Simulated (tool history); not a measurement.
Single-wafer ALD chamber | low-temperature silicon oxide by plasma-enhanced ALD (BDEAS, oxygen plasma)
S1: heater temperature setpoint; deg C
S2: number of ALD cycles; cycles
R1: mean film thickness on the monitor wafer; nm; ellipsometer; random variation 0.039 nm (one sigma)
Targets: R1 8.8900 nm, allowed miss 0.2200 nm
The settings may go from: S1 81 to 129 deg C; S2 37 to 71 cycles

run 1 hour=0.0 | S1=105 S2=54 | R1=7.5264
run 2 hour=1.0 | S1=105 S2=58 | R1=8.1876
run 3 hour=6.5 | S1=112 S2=58 | R1=8.0364
run 4 hour=8.9 | S1=106 S2=58 | R1=8.0905
run 5 hour=16.1 | S1=106 S2=59 | R1=8.2893
-- hour=20.5 thermocouple changed; heater temperature recalibrated
run 6 hour=20.5 | S1=111 S2=59 | R1=8.1068
run 7 hour=23.9 | S1=109 S2=60 | R1=8.2943
run 8 hour=29.2 | S1=108 S2=61 | R1=8.4237
run 9 hour=29.8 | S1=108 S2=62 | R1=8.6267

Which of these 4 next moves meets every target?
run A hour=30.4 | S1=110 S2=60 | R1=?
run B hour=30.4 | S1=105 S2=61 | R1=?
run C hour=30.4 | S1=113 S2=61 | R1=?
run D hour=30.4 | S1=117 S2=65 | R1=?

move=A R1=8.2624
move=B R1=8.4680
move=C R1=8.3594
move=D R1=8.8497
A: further off than the last run
B: further off than the last run
C: further off than the last run
D: meets every target
Move D is the one to make.

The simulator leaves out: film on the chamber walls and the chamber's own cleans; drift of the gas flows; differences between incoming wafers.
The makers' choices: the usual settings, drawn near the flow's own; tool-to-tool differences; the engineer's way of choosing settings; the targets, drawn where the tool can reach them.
